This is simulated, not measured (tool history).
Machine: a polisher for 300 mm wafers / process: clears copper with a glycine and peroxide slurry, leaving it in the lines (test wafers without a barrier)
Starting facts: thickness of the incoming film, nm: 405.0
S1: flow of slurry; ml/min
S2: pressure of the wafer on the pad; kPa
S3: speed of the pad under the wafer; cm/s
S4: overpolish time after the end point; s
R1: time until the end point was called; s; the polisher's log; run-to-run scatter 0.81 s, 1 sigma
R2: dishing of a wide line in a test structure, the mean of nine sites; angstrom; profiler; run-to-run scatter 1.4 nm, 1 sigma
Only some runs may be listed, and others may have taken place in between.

run  hour   S1    S2  S3  S4      R1      R2
  1     0  280  19.3  92  18  93.569  454.88
  2     9  255  19.3  92  18  95.212  443.65
  3  10.1  255  20.7  92  18  90.337  451.65
  4  13.8  255  23.4  92  18  80.641  499.75
  5  18.8  255  23.4  78  18  90.104  455.81
  6  19.6  255  20.7  78  18  96.705  424.82
  7  24.8  255  22.1  82  18   89.38  462.76
  8    26  255  22.1  82  18  90.862  455.11
  9  30.9  260  27.6  98  23  69.318  655.78

What does the tool deliver on the next run?
 10  39.9  260  28.3  100  23   ?   ?

Run 10 came out at R1 66.682 s, R2 687.2 angstrom.

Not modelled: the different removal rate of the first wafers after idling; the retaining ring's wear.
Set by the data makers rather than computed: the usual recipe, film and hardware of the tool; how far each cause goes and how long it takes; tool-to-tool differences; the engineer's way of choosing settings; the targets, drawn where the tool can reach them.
